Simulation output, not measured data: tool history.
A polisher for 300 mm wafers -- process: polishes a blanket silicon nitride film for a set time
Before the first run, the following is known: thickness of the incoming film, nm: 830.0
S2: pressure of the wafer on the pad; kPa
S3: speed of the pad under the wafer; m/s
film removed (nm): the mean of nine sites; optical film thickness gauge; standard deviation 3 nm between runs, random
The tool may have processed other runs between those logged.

{"run": 1, "hour": 0.0, "flow of slurry (ml/min)": 295, "S2": 31.7, "S3": 1.06, "polishing time (s)": 116, "film removed (nm)": 314.71}
{"run": 2, "hour": 7.9, "flow of slurry (ml/min)": 295, "S2": 31.7, "S3": 0.88, "polishing time (s)": 116, "film removed (nm)": 269.11}
{"run": 3, "hour": 15.9, "flow of slurry (ml/min)": 295, "S2": 27.6, "S3": 0.88, "polishing time (s)": 116, "film removed (nm)": 249.19}
{"run": 4, "hour": 22.7, "flow of slurry (ml/min)": 295, "S2": 33.1, "S3": 0.92, "polishing time (s)": 116, "film removed (nm)": 290.13}
{"run": 5, "hour": 25.4, "flow of slurry (ml/min)": 295, "S2": 37.2, "S3": 0.94, "polishing time (s)": 116, "film removed (nm)": 319.11}
{"run": 6, "hour": 30.7, "flow of slurry (ml/min)": 295, "S2": 37.2, "S3": 0.94, "polishing time (s)": 116, "film removed (nm)": 315.72}
{"run": 7, "hour": 39.1, "flow of slurry (ml/min)": 295, "S2": 40.7, "S3": 0.98, "polishing time (s)": 116, "film removed (nm)": 349.3}

Run 8 has not been measured yet. What should we expect?
{"run": 8, "hour": 42.7, "flow of slurry (ml/min)": 295, "S2": 42.7, "S3": 1.02, "polishing time (s)": 116, "film removed (nm)": "?"}

{"run 8": {"film removed (nm)": 374.77}}

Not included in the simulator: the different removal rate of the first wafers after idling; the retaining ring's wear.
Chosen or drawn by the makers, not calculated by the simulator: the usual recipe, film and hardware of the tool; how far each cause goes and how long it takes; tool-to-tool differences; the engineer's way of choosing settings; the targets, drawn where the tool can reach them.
